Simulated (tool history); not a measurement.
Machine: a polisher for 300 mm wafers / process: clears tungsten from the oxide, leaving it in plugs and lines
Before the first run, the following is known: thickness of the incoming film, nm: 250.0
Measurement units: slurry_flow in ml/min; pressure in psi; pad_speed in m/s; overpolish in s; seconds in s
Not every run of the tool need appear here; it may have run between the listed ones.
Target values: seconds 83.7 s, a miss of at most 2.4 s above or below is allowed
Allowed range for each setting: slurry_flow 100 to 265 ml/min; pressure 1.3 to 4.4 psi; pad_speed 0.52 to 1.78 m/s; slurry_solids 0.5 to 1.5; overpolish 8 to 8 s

run 1 day=0 | slurry_flow=170 pressure=2.8 pad_speed=1.14 slurry_solids=1 overpolish=8 | seconds=48.735
run 2 day=0.054 | slurry_flow=170 pressure=2.7 pad_speed=1.14 slurry_solids=1 overpolish=8 | seconds=50.39
run 3 day=0.308 | slurry_flow=170 pressure=2.7 pad_speed=1.14 slurry_solids=1 overpolish=8 | seconds=50.745
run 4 day=0.65 | slurry_flow=170 pressure=2.7 pad_speed=0.92 slurry_solids=1 overpolish=8 | seconds=58.93
run 5 day=0.729 | slurry_flow=170 pressure=2.7 pad_speed=0.92 slurry_solids=1.1 overpolish=8 | seconds=58.429
run 6 day=0.896 | slurry_flow=170 pressure=2.7 pad_speed=0.92 slurry_solids=1.25 overpolish=8 | seconds=56.223
run 7 day=1.2 | slurry_flow=170 pressure=2.6 pad_speed=0.92 slurry_solids=1.25 overpolish=8 | seconds=58.136
run 8 day=1.412 | slurry_flow=170 pressure=2.5 pad_speed=0.92 slurry_solids=1.25 overpolish=8 | seconds=59.662
run 9 day=1.596 | slurry_flow=145 pressure=1.7 pad_speed=0.9 slurry_solids=1.25 overpolish=8 | seconds=90.986
run 10 day=1.833 | slurry_flow=150 pressure=1.7 pad_speed=0.9 slurry_solids=1.25 overpolish=8 | seconds=92.098

Below are 5 possible settings for the next run. Only one of them brings all results inside the allowed miss of their targets. Which is it?
run A day=2.071 | slurry_flow=180 pressure=2.1 pad_speed=0.8 slurry_solids=1.2 overpolish=8 | seconds=?
run B day=2.071 | slurry_flow=100 pressure=1.7 pad_speed=0.84 slurry_solids=1.15 overpolish=8 | seconds=?
run C day=2.071 | slurry_flow=195 pressure=2 pad_speed=0.76 slurry_solids=1.15 overpolish=8 | seconds=?
run D day=2.071 | slurry_flow=150 pressure=2 pad_speed=0.86 slurry_solids=1.3 overpolish=8 | seconds=?
run E day=2.071 | slurry_flow=165 pressure=1.6 pad_speed=0.72 slurry_solids=1.5 overpolish=8 | seconds=?

move=A seconds=78.08
move=B seconds=106.76
move=C seconds=84.416
move=D seconds=79.024
move=E seconds=104.31
A: takes the biggest miss from the last run beyond its target
B: misses by more than the last run did
C: all results in spec
D: takes the biggest miss from the last run beyond its target
E: misses by more than the last run did
Go with C: it meets all targets.
